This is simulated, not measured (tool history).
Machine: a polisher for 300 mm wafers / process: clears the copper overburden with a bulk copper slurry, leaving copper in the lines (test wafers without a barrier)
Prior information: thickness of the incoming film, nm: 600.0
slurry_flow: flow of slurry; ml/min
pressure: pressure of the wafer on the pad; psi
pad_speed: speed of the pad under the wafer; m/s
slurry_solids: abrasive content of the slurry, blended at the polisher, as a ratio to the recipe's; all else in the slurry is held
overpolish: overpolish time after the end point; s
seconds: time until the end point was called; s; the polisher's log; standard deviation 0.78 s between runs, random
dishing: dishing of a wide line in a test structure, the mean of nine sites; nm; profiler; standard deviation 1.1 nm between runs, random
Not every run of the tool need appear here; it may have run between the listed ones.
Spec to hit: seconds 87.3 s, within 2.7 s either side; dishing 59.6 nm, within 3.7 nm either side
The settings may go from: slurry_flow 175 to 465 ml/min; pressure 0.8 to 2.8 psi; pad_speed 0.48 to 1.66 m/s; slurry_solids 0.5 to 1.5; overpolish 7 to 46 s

run 1 hour=0 | slurry_flow=295 pressure=1.8 pad_speed=1.06 slurry_solids=1 overpolish=24 | seconds=77.716 dishing=83.896
run 2 hour=1.1 | slurry_flow=250 pressure=1.8 pad_speed=1.06 slurry_solids=1 overpolish=24 | seconds=77.765 dishing=84.523
run 3 hour=3.3 | slurry_flow=250 pressure=1.8 pad_speed=1.06 slurry_solids=1 overpolish=23 | seconds=79.208 dishing=81.954
run 4 hour=5.4 | slurry_flow=250 pressure=1.8 pad_speed=1.06 slurry_solids=1 overpolish=22 | seconds=77.197 dishing=81.426
run 5 hour=8.6 | slurry_flow=250 pressure=1.8 pad_speed=1.06 slurry_solids=1 overpolish=21 | seconds=79.446 dishing=77.183
run 6 hour=13.2 | slurry_flow=250 pressure=1.8 pad_speed=1.06 slurry_solids=0.9 overpolish=21 | seconds=80.422 dishing=78.222
run 7 hour=15.5 | slurry_flow=250 pressure=1.8 pad_speed=1.06 slurry_solids=0.9 overpolish=20 | seconds=79.019 dishing=74.813
run 8 hour=24.1 | slurry_flow=250 pressure=1.6 pad_speed=1.06 slurry_solids=0.9 overpolish=12 | seconds=90.615 dishing=49.535

Which one of the following 5 next-run settings gets every result inside its allowed miss? There is exactly one.
run A hour=32.7 | slurry_flow=215 pressure=1.6 pad_speed=1.16 slurry_solids=1.05 overpolish=14 | seconds=? dishing=?
run B hour=32.7 | slurry_flow=245 pressure=1.9 pad_speed=1.06 slurry_solids=0.6 overpolish=19 | seconds=? dishing=?
run C hour=32.7 | slurry_flow=240 pressure=2.1 pad_speed=0.9 slurry_solids=0.9 overpolish=16 | seconds=? dishing=?
run D hour=32.7 | slurry_flow=230 pressure=1.6 pad_speed=1.02 slurry_solids=0.9 overpolish=21 | seconds=? dishing=?
run E hour=32.7 | slurry_flow=250 pressure=1.6 pad_speed=1.12 slurry_solids=0.9 overpolish=15 | seconds=? dishing=?

move=A seconds=83.543 dishing=59.506
move=B seconds=83.22 dishing=74.448
move=C seconds=79.823 dishing=69.565
move=D seconds=94.701 dishing=71.119
move=E seconds=87.087 dishing=60.617
A: brings the result that was furthest off to its target, and leaves another outside
B: pushes the last run's worst result past its target
C: pushes the last run's worst result past its target
D: pushes the last run's worst result past its target
E: each result inside its tolerance
The right move is E.

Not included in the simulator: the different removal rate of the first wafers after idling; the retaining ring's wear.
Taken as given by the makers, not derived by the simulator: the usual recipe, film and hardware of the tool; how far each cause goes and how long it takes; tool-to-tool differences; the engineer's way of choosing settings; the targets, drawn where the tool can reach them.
